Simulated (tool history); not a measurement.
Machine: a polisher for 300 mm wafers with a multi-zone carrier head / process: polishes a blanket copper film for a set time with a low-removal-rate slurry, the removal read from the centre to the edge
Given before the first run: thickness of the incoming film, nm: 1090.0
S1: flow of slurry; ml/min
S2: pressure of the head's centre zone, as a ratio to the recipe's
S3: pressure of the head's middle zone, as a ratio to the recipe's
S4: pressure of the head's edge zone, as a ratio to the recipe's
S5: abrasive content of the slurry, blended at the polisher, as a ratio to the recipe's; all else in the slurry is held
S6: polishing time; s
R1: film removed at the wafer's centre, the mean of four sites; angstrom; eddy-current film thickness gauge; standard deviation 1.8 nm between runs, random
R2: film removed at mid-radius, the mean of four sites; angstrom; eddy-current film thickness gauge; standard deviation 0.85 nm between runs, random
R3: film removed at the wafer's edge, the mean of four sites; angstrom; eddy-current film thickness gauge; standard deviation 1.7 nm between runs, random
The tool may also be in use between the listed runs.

run 1 hour=0.0 | S1=235 S2=1.00 S3=1.00 S4=1.00 S5=1.00 S6=36 | R1=1011.80 R2=1038.1 R3=1018.2
run 2 hour=0.9 | S1=235 S2=1.00 S3=1.00 S4=1.00 S5=0.85 S6=36 | R1=983.46 R2=1009.4 R3=1004.5
run 3 hour=2.8 | S1=245 S2=1.03 S3=1.03 S4=1.04 S5=0.95 S6=37 | R1=1081.10 R2=1111.7 R3=1080.0
run 4 hour=4.0 | S1=265 S2=1.03 S3=1.03 S4=1.04 S5=0.95 S6=37 | R1=1121.90 R2=1118.0 R3=1050.4
run 5 hour=9.2 | S1=245 S2=1.03 S3=1.03 S4=1.04 S5=0.95 S6=37 | R1=1083.60 R2=1109.6 R3=1093.9
run 6 hour=14.5 | S1=295 S2=1.03 S3=1.03 S4=1.04 S5=0.95 S6=37 | R1=1097.80 R2=1121.8 R3=1098.9
run 7 hour=19.1 | S1=300 S2=1.05 S3=1.05 S4=1.08 S5=1.00 S6=37 | R1=1155.30 R2=1164.1 R3=1107.5
run 8 hour=22.9 | S1=300 S2=1.05 S3=1.05 S4=1.08 S5=1.00 S6=37 | R1=1143.40 R2=1155.3 R3=1119.9
run 9 hour=28.8 | S1=300 S2=1.06 S3=1.06 S4=1.10 S5=1.05 S6=37 | R1=1204.80 R2=1180.4 R3=1110.2
run 10 hour=36.1 | S1=305 S2=1.05 S3=1.06 S4=1.12 S5=1.05 S6=38 | R1=1178.70 R2=1219.1 R3=1197.9
run 11 hour=44.2 | S1=305 S2=1.06 S3=1.07 S4=1.13 S5=1.05 S6=38 | R1=1196.30 R2=1226.9 R3=1174.8

Predict the results of run 12:
run 12 hour=46.8 | S1=310 S2=1.07 S3=1.07 S4=1.14 S5=1.10 S6=38 | R1=? R2=? R3=?

Run 12 came out at R1 1234.20 angstrom, R2 1229.8 angstrom, R3 1155.6 angstrom.
